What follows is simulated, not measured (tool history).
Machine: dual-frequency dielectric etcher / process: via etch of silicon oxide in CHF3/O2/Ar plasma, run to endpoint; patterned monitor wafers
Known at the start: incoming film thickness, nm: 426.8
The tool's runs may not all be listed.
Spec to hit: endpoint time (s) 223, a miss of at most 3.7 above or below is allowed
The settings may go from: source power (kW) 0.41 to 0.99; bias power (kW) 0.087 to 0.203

{"run": 1, "hour": 0.0, "source power (kW)": 0.7, "bias power (kW)": 0.145, "endpoint time (s)": 240.58}
{"run": 2, "hour": 7.0, "source power (kW)": 0.73, "bias power (kW)": 0.146, "endpoint time (s)": 237.15}
{"run": 3, "hour": 13.9, "source power (kW)": 0.73, "bias power (kW)": 0.126, "endpoint time (s)": 249.53}
{"run": 4, "hour": 18.0, "source power (kW)": 0.73, "bias power (kW)": 0.11, "endpoint time (s)": 258.66}
{"run": 5, "hour": 19.9, "source power (kW)": 0.62, "bias power (kW)": 0.11, "endpoint time (s)": 276.73}
{"run": 6, "hour": 28.5, "source power (kW)": 0.73, "bias power (kW)": 0.11, "endpoint time (s)": 259.41}
{"run": 7, "hour": 34.3, "source power (kW)": 0.78, "bias power (kW)": 0.111, "endpoint time (s)": 249.77}
{"run": 8, "hour": 39.5, "source power (kW)": 0.82, "bias power (kW)": 0.112, "endpoint time (s)": 244.88}

Exactly one of the 4 candidate moves below puts every result within its allowed miss. Which one?
{"run": "A", "hour": 44.7, "source power (kW)": 0.98, "bias power (kW)": 0.141, "endpoint time (s)": "?"}
{"run": "B", "hour": 44.7, "source power (kW)": 0.93, "bias power (kW)": 0.128, "endpoint time (s)": "?"}
{"run": "C", "hour": 44.7, "source power (kW)": 0.7, "bias power (kW)": 0.156, "endpoint time (s)": "?"}
{"run": "D", "hour": 44.7, "source power (kW)": 0.99, "bias power (kW)": 0.133, "endpoint time (s)": "?"}

move=A endpoint_time_(s)=212.95
move=B endpoint_time_(s)=223.86
move=C endpoint_time_(s)=236.65
move=D endpoint_time_(s)=215.78
A: takes the result that was furthest off past its target
B: each result inside its tolerance
C: closes in on the targets versus the last run, not all within tolerance yet
D: takes the result that was furthest off past its target
Go with B: it meets all targets.

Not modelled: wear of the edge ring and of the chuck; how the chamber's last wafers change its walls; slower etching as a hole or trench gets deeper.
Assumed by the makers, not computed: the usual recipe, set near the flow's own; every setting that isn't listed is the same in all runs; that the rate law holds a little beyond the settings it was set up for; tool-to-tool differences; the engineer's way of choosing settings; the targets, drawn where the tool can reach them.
